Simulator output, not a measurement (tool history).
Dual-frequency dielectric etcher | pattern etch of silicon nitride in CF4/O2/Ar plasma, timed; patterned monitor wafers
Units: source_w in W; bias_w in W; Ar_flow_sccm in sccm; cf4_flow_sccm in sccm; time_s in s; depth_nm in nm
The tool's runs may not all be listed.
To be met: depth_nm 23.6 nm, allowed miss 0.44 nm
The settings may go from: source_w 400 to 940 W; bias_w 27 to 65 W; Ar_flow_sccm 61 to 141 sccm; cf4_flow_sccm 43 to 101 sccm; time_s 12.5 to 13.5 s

run 1 hour=0 | source_w=670 bias_w=46 Ar_flow_sccm=101 cf4_flow_sccm=72 time_s=13.5 | depth_nm=29.909
run 2 hour=8.8 | source_w=670 bias_w=51 Ar_flow_sccm=101 cf4_flow_sccm=72 time_s=13.5 | depth_nm=31.278
run 3 hour=11.4 | source_w=670 bias_w=51 Ar_flow_sccm=101 cf4_flow_sccm=72 time_s=13.5 | depth_nm=31.184
run 4 hour=15.6 | source_w=600 bias_w=51 Ar_flow_sccm=101 cf4_flow_sccm=72 time_s=13.5 | depth_nm=27.901
run 5 hour=23.3 | source_w=560 bias_w=51 Ar_flow_sccm=101 cf4_flow_sccm=72 time_s=13.5 | depth_nm=26.147
run 6 hour=28.9 | source_w=560 bias_w=51 Ar_flow_sccm=88 cf4_flow_sccm=72 time_s=13.5 | depth_nm=26.629
run 7 hour=30.8 | source_w=540 bias_w=51 Ar_flow_sccm=88 cf4_flow_sccm=72 time_s=13.5 | depth_nm=25.823
run 8 hour=32.2 | source_w=520 bias_w=51 Ar_flow_sccm=88 cf4_flow_sccm=72 time_s=13.5 | depth_nm=24.747
run 9 hour=33.5 | source_w=480 bias_w=51 Ar_flow_sccm=88 cf4_flow_sccm=72 time_s=13.5 | depth_nm=22.956

Which of these 4 next moves meets every target?
run A hour=34.8 | source_w=530 bias_w=47 Ar_flow_sccm=76 cf4_flow_sccm=60 time_s=12.5 | depth_nm=?
run B hour=34.8 | source_w=540 bias_w=45 Ar_flow_sccm=86 cf4_flow_sccm=71 time_s=13 | depth_nm=?
run C hour=34.8 | source_w=490 bias_w=51 Ar_flow_sccm=87 cf4_flow_sccm=73 time_s=13 | depth_nm=?
run D hour=34.8 | source_w=600 bias_w=51 Ar_flow_sccm=103 cf4_flow_sccm=59 time_s=12.5 | depth_nm=?

move=A depth_nm=22.085
move=B depth_nm=23.504
move=C depth_nm=22.581
move=D depth_nm=24.512
A: further off than the last run
B: meets every target
C: further off than the last run
D: takes the result that was furthest off past its target
The right move is B.
